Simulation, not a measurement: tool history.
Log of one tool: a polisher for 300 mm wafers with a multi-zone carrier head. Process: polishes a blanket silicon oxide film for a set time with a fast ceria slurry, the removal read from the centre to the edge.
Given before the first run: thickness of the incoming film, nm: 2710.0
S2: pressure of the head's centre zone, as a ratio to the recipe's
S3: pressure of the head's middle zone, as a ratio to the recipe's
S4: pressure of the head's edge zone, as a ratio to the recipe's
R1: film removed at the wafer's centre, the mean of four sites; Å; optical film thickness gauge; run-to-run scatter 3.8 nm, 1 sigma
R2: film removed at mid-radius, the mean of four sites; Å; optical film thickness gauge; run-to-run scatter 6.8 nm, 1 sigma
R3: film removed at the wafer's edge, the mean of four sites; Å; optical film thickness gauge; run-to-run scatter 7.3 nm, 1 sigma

{"run": 1, "hour": 0.0, "flow of slurry (ml/min)": 155, "S2": 1.0, "S3": 1.0, "S4": 1.0, "polishing time (s)": 38, "R1": 4338.6, "R2": 4282.2, "R3": 4410.3}
{"run": 2, "hour": 0.8, "flow of slurry (ml/min)": 155, "S2": 1.0, "S3": 0.96, "S4": 1.0, "polishing time (s)": 38, "R1": 4322.4, "R2": 4196.5, "R3": 4397.0}
{"run": 3, "hour": 7.6, "flow of slurry (ml/min)": 135, "S2": 1.0, "S3": 0.96, "S4": 1.0, "polishing time (s)": 38, "R1": 4144.0, "R2": 4087.6, "R3": 4314.8}
{"run": 4, "hour": 13.7, "flow of slurry (ml/min)": 120, "S2": 1.0, "S3": 0.96, "S4": 1.0, "polishing time (s)": 38, "R1": 3972.6, "R2": 3832.4, "R3": 4107.2}
{"run": 5, "hour": 16.8, "flow of slurry (ml/min)": 140, "S2": 0.97, "S3": 1.0, "S4": 1.0, "polishing time (s)": 38, "R1": 4009.0, "R2": 4222.1, "R3": 4391.0}
{"run": 6, "hour": 21.3, "flow of slurry (ml/min)": 155, "S2": 0.96, "S3": 1.03, "S4": 0.98, "polishing time (s)": 38, "R1": 4214.5, "R2": 4500.7, "R3": 4423.4}
{"run": 7, "hour": 24.2, "flow of slurry (ml/min)": 170, "S2": 0.94, "S3": 1.06, "S4": 0.98, "polishing time (s)": 38, "R1": 4201.9, "R2": 4642.3, "R3": 4501.9}
{"run": 8, "hour": 32.8, "flow of slurry (ml/min)": 180, "S2": 0.92, "S3": 1.08, "S4": 0.97, "polishing time (s)": 39, "R1": 4241.6, "R2": 4957.2, "R3": 4500.7}
{"hour": 34.2, "done": "slurry nozzle cleaned"}
{"run": 9, "hour": 34.2, "flow of slurry (ml/min)": 185, "S2": 0.91, "S3": 1.1, "S4": 0.99, "polishing time (s)": 40, "R1": 4580.8, "R2": 5459.2, "R3": 4933.1}
{"run": 10, "hour": 40.1, "flow of slurry (ml/min)": 190, "S2": 0.9, "S3": 1.11, "S4": 1.0, "polishing time (s)": 40, "R1": 4527.8, "R2": 5432.3, "R3": 4894.1}

The next listed run, before its measurement:
{"run": 11, "hour": 42.0, "flow of slurry (ml/min)": 195, "S2": 0.89, "S3": 1.12, "S4": 1.01, "polishing time (s)": 40, "R1": "?", "R2": "?", "R3": "?"}

For run 11 the tool returned R1 4555.2 Å, R2 5484.7 Å, R3 5039.2 Å.
